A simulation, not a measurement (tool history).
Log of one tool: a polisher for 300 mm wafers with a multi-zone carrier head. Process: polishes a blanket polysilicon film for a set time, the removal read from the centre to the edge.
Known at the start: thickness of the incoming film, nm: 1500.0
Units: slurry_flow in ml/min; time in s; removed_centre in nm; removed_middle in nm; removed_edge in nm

run    day  slurry_flow  centre_zone  middle_zone  edge_zone  time  removed_centre  removed_middle  removed_edge
  1  0.000          185         1.00         1.00       1.00    63          458.51          471.25        465.82
  2  0.179          185         1.06         1.00       1.00    63          476.00          470.64        462.60
  3  0.383          190         1.06         1.00       1.02    65          500.78          494.49        486.79
  4  0.496          160         1.06         1.00       1.02    65          484.20          477.70        478.92
  5  0.829          130         1.06         1.00       1.02    65          459.26          454.15        469.58
     1.171  -- worn pad replaced by a new one
  6  1.171          140         1.06         1.00       1.04    67          541.59          526.58        542.09

Forecast run 7:
  7  1.254          140         1.06         1.00       1.05    67               ?               ?             ?

{"run 7": {"removed_centre": 540.8, "removed_middle": 521.38, "removed_edge": 547.26}}
